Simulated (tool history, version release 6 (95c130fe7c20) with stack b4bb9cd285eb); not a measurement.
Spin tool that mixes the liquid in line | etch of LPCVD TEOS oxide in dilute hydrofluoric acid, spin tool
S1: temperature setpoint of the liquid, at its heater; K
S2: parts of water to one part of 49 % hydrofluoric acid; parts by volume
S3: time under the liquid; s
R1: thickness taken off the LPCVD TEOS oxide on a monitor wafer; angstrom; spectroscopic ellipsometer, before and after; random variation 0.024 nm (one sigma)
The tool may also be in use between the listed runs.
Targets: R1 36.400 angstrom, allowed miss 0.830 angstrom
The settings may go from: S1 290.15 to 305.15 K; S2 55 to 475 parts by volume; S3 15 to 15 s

| run | hour | S1 | S2 | S3 | R1 |
|---|---|---|---|---|---|
| 1 | 0.0 | 297.15 | 265 | 15 | 31.508 |
| 2 | 7.7 | 297.15 | 265 | 15 | 31.679 |
| 3 | 10.2 | 298.15 | 265 | 15 | 33.005 |
| 4 | 15.1 | 298.15 | 265 | 15 | 32.890 |
| 5 | 17.0 | 298.65 | 265 | 15 | 33.525 |
| 6 | 20.6 | 298.65 | 265 | 15 | 33.450 |
| 7 | 28.9 | 299.15 | 265 | 15 | 34.220 |
| 8 | 36.4 | 299.65 | 265 | 15 | 34.577 |
| 9 | 45.3 | 300.15 | 265 | 15 | 35.080 |

4 next moves are on the table. One of them brings every result within its allowed miss. Which?
| A | 54.2 | 303.65 | 285 | 15 | ? |
| B | 54.2 | 302.15 | 290 | 15 | ? |
| C | 54.2 | 301.15 | 280 | 15 | ? |
| D | 54.2 | 299.65 | 265 | 15 | ? |

| move | R1 |
|---|---|
| A | 36.268 |
| B | 33.738 |
| C | 34.126 |
| D | 34.753 |
A: meets every target
B: further off than the last run
C: further off than the last run
D: further off than the last run
Move A is the one to make.

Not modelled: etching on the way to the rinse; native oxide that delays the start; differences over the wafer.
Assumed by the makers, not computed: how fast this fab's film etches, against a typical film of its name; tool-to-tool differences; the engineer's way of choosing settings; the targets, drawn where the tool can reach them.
